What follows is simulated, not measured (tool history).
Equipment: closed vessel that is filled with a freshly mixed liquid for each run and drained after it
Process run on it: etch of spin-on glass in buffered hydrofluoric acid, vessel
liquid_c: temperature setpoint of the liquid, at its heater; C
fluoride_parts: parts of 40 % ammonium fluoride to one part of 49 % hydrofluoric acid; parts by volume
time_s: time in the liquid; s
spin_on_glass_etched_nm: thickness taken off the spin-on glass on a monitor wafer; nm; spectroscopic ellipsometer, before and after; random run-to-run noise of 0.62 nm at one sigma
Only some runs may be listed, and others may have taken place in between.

{"run": 1, "hour": 0.0, "liquid_c": 20, "fluoride_parts": 7, "time_s": 35, "spin_on_glass_etched_nm": 82.036}
{"run": 2, "hour": 6.8, "liquid_c": 18.5, "fluoride_parts": 7, "time_s": 35, "spin_on_glass_etched_nm": 73.709}
{"run": 3, "hour": 9.0, "liquid_c": 19.5, "fluoride_parts": 7, "time_s": 35, "spin_on_glass_etched_nm": 78.473}
{"run": 4, "hour": 14.8, "liquid_c": 19.5, "fluoride_parts": 7, "time_s": 30, "spin_on_glass_etched_nm": 67.18}
{"run": 5, "hour": 20.2, "liquid_c": 19.5, "fluoride_parts": 7, "time_s": 35, "spin_on_glass_etched_nm": 79.323}
{"run": 6, "hour": 21.9, "liquid_c": 19.5, "fluoride_parts": 7, "time_s": 30, "spin_on_glass_etched_nm": 66.965}
{"run": 7, "hour": 30.1, "liquid_c": 21, "fluoride_parts": 7, "time_s": 30, "spin_on_glass_etched_nm": 73.603}
{"run": 8, "hour": 38.6, "liquid_c": 22, "fluoride_parts": 7, "time_s": 30, "spin_on_glass_etched_nm": 76.909}
{"run": 9, "hour": 43.7, "liquid_c": 23, "fluoride_parts": 7, "time_s": 30, "spin_on_glass_etched_nm": 81.134}

The next listed run, before its measurement:
{"run": 10, "hour": 51.4, "liquid_c": 23.5, "fluoride_parts": 7, "time_s": 30, "spin_on_glass_etched_nm": "?"}

spin_on_glass_etched_nm: 84.259 nm
